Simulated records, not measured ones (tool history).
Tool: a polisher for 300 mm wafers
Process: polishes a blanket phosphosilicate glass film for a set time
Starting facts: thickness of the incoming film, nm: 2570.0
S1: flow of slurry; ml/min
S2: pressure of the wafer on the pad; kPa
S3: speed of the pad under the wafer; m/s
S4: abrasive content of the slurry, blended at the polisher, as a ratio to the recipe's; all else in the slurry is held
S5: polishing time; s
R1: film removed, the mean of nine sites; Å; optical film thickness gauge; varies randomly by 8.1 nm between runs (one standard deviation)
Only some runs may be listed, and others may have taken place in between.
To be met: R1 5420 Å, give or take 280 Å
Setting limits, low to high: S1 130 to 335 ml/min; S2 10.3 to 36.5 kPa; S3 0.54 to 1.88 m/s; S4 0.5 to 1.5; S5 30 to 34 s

| run | day | S1 | S2 | S3 | S4 | S5 | R1 |
|---|---|---|---|---|---|---|---|
| 1 | 0 | 215 | 23.4 | 1.2 | 1 | 34 | 4269.5 |
| 2 | 0.075 | 215 | 24.8 | 1.2 | 1 | 34 | 4592.1 |
| 3 | 0.442 | 215 | 24.8 | 1.2 | 1 | 30 | 3917.5 |
| 4 | 0.575 | 215 | 24.8 | 1.2 | 1.15 | 30 | 4287.6 |
| 5 | 0.896 | 175 | 24.8 | 1.2 | 1.15 | 30 | 4103.5 |
| 6 | 1.212 | 180 | 26.2 | 1.2 | 1.15 | 30 | 4297.6 |
| 7 | 1.529 | 190 | 27.6 | 1.2 | 1.15 | 30 | 4691.1 |
| 8 | 1.833 | 195 | 28.3 | 1.2 | 1.15 | 30 | 4739.3 |
| 9 | 2.112 | 200 | 29 | 1.2 | 1.15 | 30 | 4695.2 |
| 10 | 2.404 | 200 | 30.3 | 1.22 | 1.15 | 30 | 5028.8 |

Pick the move, out of 4, that brings all results within their allowed miss; only one does.
| A | 2.696 | 185 | 31 | 1.32 | 1.2 | 34 | ? |
| B | 2.696 | 185 | 28.3 | 1.26 | 1.2 | 33 | ? |
| C | 2.696 | 255 | 26.2 | 1.12 | 1.3 | 32 | ? |
| D | 2.696 | 180 | 33.8 | 1.04 | 0.95 | 31 | ? |

| move | R1 |
|---|---|
| A | 6188.4 |
| B | 5400.5 |
| C | 4962.6 |
| D | 4796.3 |
A: moves the result that the last run missed by most past its target, out the other side
B: every result lands within tolerance
C: misses by more than the last run did
D: misses by more than the last run did
B is the move that brings every result within its allowed miss.
